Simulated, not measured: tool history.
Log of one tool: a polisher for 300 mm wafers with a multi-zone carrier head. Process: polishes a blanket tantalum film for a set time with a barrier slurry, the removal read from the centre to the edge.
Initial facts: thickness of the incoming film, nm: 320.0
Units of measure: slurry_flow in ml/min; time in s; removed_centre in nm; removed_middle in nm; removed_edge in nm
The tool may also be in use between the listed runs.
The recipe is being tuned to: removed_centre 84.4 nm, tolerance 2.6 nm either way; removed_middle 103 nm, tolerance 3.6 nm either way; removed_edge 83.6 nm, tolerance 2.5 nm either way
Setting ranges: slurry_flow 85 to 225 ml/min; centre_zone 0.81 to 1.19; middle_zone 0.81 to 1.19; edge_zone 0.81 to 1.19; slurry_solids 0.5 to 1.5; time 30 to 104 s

run,hour,slurry_flow,centre_zone,middle_zone,edge_zone,slurry_solids,time,removed_centre,removed_middle,removed_edge
1,0,145,1,1,1,1,67,113.15,115.95,109.59
2,8.9,130,1,1,1,1,67,109.54,113.95,110.27
3,14.9,130,1,1,1,0.85,67,102.49,107.86,104.08
4,19.8,130,0.93,1,1,0.85,67,98.533,106.03,103.48
5,26.1,130,0.93,1.03,1,0.85,67,99.431,108.73,102.47
6,29.7,125,0.91,1.06,0.96,0.8,67,92.64,106.69,98.34
7,36,130,0.92,1.08,0.92,0.75,67,93.393,108.6,93.352
8,36.7,120,0.91,1.09,0.89,0.75,67,89.376,105.54,91.486
9,39.6,115,0.94,1.17,0.81,0.55,66,76.831,95.421,73.073
10,48.5,155,0.9,1.12,0.89,0.55,66,78.297,95.626,79.692
11,49.7,155,0.91,1.13,0.9,0.55,66,78.269,96.35,79.519
12,53.6,195,0.93,1.15,0.93,0.6,66,87.074,107.09,87.734
13,60,190,0.93,1.15,0.92,0.6,66,87.117,105.97,86.565
14,61.9,190,0.93,1.15,0.92,0.6,66,86.718,107.38,85.338

4 candidate next runs follow, results not yet known. Just one meets every target within its allowed miss. Identify it.
A,63.8,180,0.87,1.16,0.97,0.55,72,?,?,?
B,63.8,185,1.01,1.16,0.94,0.55,69,?,?,?
C,63.8,190,0.93,1.15,0.9,0.65,62,?,?,?
D,63.8,185,0.84,1.09,0.94,0.7,61,?,?,?

move,removed_centre,removed_middle,removed_edge
A,84.649,110.73,92.164
B,91.41,106.44,87.249
C,84.907,104.66,84.607
D,79.839,101.69,87.954
A: misses by more than the last run did
B: brings the last run's worst result on target, with another outside its allowed miss
C: hits every target within its allowed miss
D: brings the last run's worst result on target, with another outside its allowed miss
Go with C: it meets all targets.
